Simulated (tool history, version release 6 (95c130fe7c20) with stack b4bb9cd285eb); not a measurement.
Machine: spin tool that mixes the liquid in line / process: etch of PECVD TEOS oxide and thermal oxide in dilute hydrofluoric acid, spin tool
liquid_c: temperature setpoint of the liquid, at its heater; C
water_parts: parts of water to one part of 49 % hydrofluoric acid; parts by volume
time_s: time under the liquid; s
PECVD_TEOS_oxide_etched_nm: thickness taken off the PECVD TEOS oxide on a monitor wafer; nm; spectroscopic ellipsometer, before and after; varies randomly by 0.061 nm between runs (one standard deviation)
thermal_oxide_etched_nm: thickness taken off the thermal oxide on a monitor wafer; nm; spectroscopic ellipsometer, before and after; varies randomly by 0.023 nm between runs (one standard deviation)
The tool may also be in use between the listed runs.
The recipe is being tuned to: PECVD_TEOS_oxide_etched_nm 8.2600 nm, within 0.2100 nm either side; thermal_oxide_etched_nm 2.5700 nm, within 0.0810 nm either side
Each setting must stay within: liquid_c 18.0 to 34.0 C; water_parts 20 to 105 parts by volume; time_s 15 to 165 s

run,hour,liquid_c,water_parts,time_s,PECVD_TEOS_oxide_etched_nm,thermal_oxide_etched_nm
1,0.0,26.0,55,85,28.3340,8.8491
2,2.1,25.0,60,85,24.6160,7.7486
3,8.9,25.0,50,85,30.2110,9.3941
4,11.7,25.0,50,105,36.9980,11.5240
5,15.4,24.0,55,105,32.0470,9.9663
6,22.8,24.0,70,105,24.8420,7.9233
7,29.1,23.5,75,100,21.6810,6.6421
8,30.1,23.5,100,60,9.4505,2.9296
9,37.0,23.0,100,60,9.1653,2.8894
10,37.9,23.0,100,60,9.2193,2.8746
11,39.2,22.5,100,60,8.9666,2.8002
12,42.3,22.5,100,60,9.1415,2.8261
13,48.5,19.5,100,60,8.0276,2.4799

4 next moves are on the table. One of them brings every result within its allowed miss. Which?
A,54.7,21.5,100,60,?,?
B,54.7,20.5,100,60,?,?
C,54.7,22.0,100,60,?,?
D,54.7,24.0,95,45,?,?

move,PECVD_TEOS_oxide_etched_nm,thermal_oxide_etched_nm
A,8.6501,2.6854
B,8.3051,2.5783
C,8.8268,2.7403
D,7.5952,2.3580
A: takes the biggest miss from the last run beyond its target
B: in spec on every target
C: takes the biggest miss from the last run beyond its target
D: misses by more than the last run did
Go with B: it meets all targets.

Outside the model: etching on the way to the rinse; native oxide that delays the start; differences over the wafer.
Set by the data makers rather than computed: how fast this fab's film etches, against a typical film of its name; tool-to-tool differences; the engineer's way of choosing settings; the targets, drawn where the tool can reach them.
